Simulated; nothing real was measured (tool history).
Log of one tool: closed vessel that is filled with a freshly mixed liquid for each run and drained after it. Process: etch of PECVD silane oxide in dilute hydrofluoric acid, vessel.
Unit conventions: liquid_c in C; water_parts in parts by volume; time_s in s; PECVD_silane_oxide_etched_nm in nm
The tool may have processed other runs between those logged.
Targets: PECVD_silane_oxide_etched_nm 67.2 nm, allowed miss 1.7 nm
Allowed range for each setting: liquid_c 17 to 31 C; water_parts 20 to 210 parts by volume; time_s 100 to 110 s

| run | hour | liquid_c | water_parts | time_s | PECVD_silane_oxide_etched_nm |
|---|---|---|---|---|---|
| 1 | 0 | 23 | 115 | 100 | 34.778 |
| 2 | 2.8 | 23 | 140 | 100 | 27.97 |
| 3 | 9.6 | 24.5 | 130 | 100 | 31.792 |
| 4 | 17.5 | 22.5 | 130 | 100 | 29.905 |
| 5 | 25.8 | 22.5 | 165 | 100 | 22.737 |
| 6 | 28 | 19 | 165 | 100 | 19.58 |
| 7 | 29.4 | 21 | 145 | 100 | 24.96 |
| 8 | 34.2 | 22.5 | 130 | 100 | 29.887 |
| 9 | 39.4 | 26.5 | 80 | 100 | 59.897 |
| 10 | 41.2 | 27 | 80 | 100 | 62.118 |

Exactly one of the 5 candidate moves below puts every result within its allowed miss. Which one?
| A | 43 | 27 | 85 | 110 | ? |
| B | 43 | 28 | 80 | 110 | ? |
| C | 43 | 27.5 | 75 | 100 | ? |
| D | 43 | 28 | 85 | 105 | ? |
| E | 43 | 28.5 | 100 | 110 | ? |

| move | PECVD_silane_oxide_etched_nm |
|---|---|
| A | 63.008 |
| B | 70.083 |
| C | 67.112 |
| D | 62.527 |
| E | 55.599 |
A: closer than the last run, but not yet in spec
B: the result that was furthest off in the last run now lies on the other side of its target
C: hits every target within its allowed miss
D: closer than the last run, but not yet in spec
E: moves away from the targets compared with the last run
C meets every target.
